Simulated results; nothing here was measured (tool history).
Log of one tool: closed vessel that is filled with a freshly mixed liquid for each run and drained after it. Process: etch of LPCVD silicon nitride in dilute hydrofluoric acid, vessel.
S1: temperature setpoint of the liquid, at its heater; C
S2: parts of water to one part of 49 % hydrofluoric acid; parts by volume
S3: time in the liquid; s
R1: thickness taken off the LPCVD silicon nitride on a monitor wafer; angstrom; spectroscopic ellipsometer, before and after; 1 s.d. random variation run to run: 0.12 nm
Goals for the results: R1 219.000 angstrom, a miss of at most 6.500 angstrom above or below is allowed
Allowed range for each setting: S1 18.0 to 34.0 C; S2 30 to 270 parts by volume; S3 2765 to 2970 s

run   hour    S1   S2    S3       R1
  1    0.0  26.0  150  2765  123.080
  2    5.1  26.0  190  2765   97.452
  3   13.7  24.0  190  2765   86.481
  4   16.3  24.0  190  2765   86.140
  5   24.9  24.0  190  2970   91.985
  6   32.8  26.0  185  2970  107.430
  7   36.0  27.5  175  2970  124.180
  8   44.9  27.5  175  2970  125.870
  9   52.6  28.5  170  2970  137.300
 10   57.0  29.5  165  2970  150.650
 11   62.4  30.5  160  2970  163.110
 12   64.5  31.0  155  2970  173.920
 13   74.1  31.5  155  2970  178.850
 14   83.2  32.0  155  2970  185.750
 15   92.9  32.5  155  2970  190.460
 16  102.0  33.0  155  2970  198.490
 17  108.5  33.5  150  2970  209.520

Which one of the following 5 next-run settings gets every result inside its allowed miss? There is exactly one.
  A  115.0  30.5  120  2925   ?
  B  115.0  29.0  105  2955   ?
  C  115.0  31.0  110  2845   ?
  D  115.0  33.0  130  2970   ?
  E  115.0  29.0   95  2765   ?

move       R1
   A  217.430
   B  228.810
   C  238.200
   D  237.060
   E  236.700
A: all results land within tolerance of their targets
B: takes the result that was furthest off past its target
C: takes the result that was furthest off past its target
D: takes the result that was furthest off past its target
E: takes the result that was furthest off past its target
The right move is A.
